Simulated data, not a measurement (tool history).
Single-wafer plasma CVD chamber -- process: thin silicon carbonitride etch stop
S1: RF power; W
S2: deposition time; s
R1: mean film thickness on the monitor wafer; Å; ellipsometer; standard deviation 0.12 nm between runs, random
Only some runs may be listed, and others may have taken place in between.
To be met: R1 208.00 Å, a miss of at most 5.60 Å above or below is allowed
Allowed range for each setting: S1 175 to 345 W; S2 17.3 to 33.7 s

run	hour	S1	S2	R1
1	0.0	260	25.5	162.44
2	0.5	260	29.0	186.16
3	1.9	260	25.9	165.53
4	2.6	275	25.9	166.90
5	9.0	280	26.6	173.34
6	16.0	300	26.6	176.05
7	20.6	305	27.1	180.56
8	23.9	305	27.6	183.20
# hour 24.8: thermocouple changed; heater temperature recalibrated
9	24.8	305	28.0	186.38
10	33.6	305	28.4	187.77
11	34.5	305	28.8	188.77
12	41.2	305	29.2	194.97
13	43.7	305	29.4	192.76

Which of these 4 next moves meets every target?
A	46.2	325	25.8	?
B	46.2	335	30.9	?
C	46.2	300	27.8	?
D	46.2	275	28.0	?

move	R1
A	175.05
B	211.25
C	184.90
D	182.30
A: misses by more than the last run did
B: every result lands within tolerance
C: misses by more than the last run did
D: misses by more than the last run did
The move that meets every target is B.
